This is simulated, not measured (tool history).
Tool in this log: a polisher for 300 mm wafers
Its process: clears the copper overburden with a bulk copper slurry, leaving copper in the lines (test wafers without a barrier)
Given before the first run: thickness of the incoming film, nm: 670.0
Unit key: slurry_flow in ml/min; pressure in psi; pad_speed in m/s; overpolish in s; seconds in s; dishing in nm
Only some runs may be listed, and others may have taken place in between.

| run | hour | slurry_flow | pressure | pad_speed | slurry_solids | overpolish | seconds | dishing |
|---|---|---|---|---|---|---|---|---|
| 1 | 0.0 | 230 | 2.6 | 1.14 | 1.0 | 18 | 60.083 | 60.069 |
| 2 | 8.0 | 230 | 3.2 | 1.14 | 1.0 | 18 | 48.681 | 66.691 |
| 3 | 10.1 | 230 | 3.6 | 1.14 | 1.0 | 18 | 46.085 | 68.733 |
| 4 | 13.6 | 230 | 3.6 | 0.94 | 1.0 | 18 | 53.684 | 67.113 |
| 5 | 15.5 | 230 | 3.7 | 1.00 | 1.0 | 17 | 50.165 | 67.133 |
| 6 | 17.4 | 230 | 3.8 | 1.06 | 1.0 | 16 | 43.855 | 69.043 |
| 7 | 25.8 | 230 | 3.8 | 1.06 | 1.0 | 15 | 46.329 | 69.595 |
| 8 | 26.3 | 230 | 3.7 | 1.14 | 1.0 | 13 | 44.510 | 66.787 |
| 9 | 28.4 | 230 | 3.8 | 1.16 | 1.0 | 12 | 41.143 | 63.269 |

What does the tool deliver on the next run?
| 10 | 36.4 | 230 | 3.9 | 1.18 | 1.0 | 12 | ? | ? |

seconds: 41.240 s
dishing: 66.888 nm
